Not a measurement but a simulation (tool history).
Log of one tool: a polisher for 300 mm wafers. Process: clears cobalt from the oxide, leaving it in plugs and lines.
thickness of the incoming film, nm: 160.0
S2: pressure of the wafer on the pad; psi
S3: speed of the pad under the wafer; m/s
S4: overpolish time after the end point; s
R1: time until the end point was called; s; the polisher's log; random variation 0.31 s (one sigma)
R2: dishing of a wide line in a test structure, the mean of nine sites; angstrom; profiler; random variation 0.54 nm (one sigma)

run 1 hour=0.0 | flow_of_slurry_(ml/min)=300 S2=1.2 S3=0.94 S4=13 | R1=59.526 R2=284.36
run 2 hour=1.5 | flow_of_slurry_(ml/min)=300 S2=1.2 S3=0.80 S4=13 | R1=65.594 R2=261.74
run 3 hour=7.5 | flow_of_slurry_(ml/min)=300 S2=1.2 S3=0.92 S4=13 | R1=60.717 R2=278.65
run 4 hour=12.8 | flow_of_slurry_(ml/min)=300 S2=1.2 S3=0.92 S4=11 | R1=60.078 R2=247.58
-- hour=19.4 slurry nozzle cleaned
run 5 hour=19.4 | flow_of_slurry_(ml/min)=240 S2=1.2 S3=0.92 S4=11 | R1=56.805 R2=266.23
run 6 hour=23.2 | flow_of_slurry_(ml/min)=235 S2=1.3 S3=0.92 S4=10 | R1=53.016 R2=258.18
run 7 hour=24.3 | flow_of_slurry_(ml/min)=255 S2=1.6 S3=0.94 S4=6 | R1=42.901 R2=199.51
run 8 hour=32.8 | flow_of_slurry_(ml/min)=250 S2=1.6 S3=0.94 S4=6 | R1=43.102 R2=199.24
run 9 hour=41.7 | flow_of_slurry_(ml/min)=245 S2=1.6 S3=0.94 S4=6 | R1=42.506 R2=203.34
run 10 hour=43.9 | flow_of_slurry_(ml/min)=240 S2=1.6 S3=0.94 S4=6 | R1=42.610 R2=201.60
run 11 hour=48.5 | flow_of_slurry_(ml/min)=235 S2=1.7 S3=0.96 S4=8 | R1=39.446 R2=260.48
run 12 hour=52.6 | flow_of_slurry_(ml/min)=230 S2=1.7 S3=0.96 S4=8 | R1=39.766 R2=263.97

Run 13 comes next. What will it give?
run 13 hour=58.4 | flow_of_slurry_(ml/min)=225 S2=1.7 S3=0.96 S4=8 | R1=? R2=?

Run 13 gave R1 40.391 s, R2 269.00 angstrom.
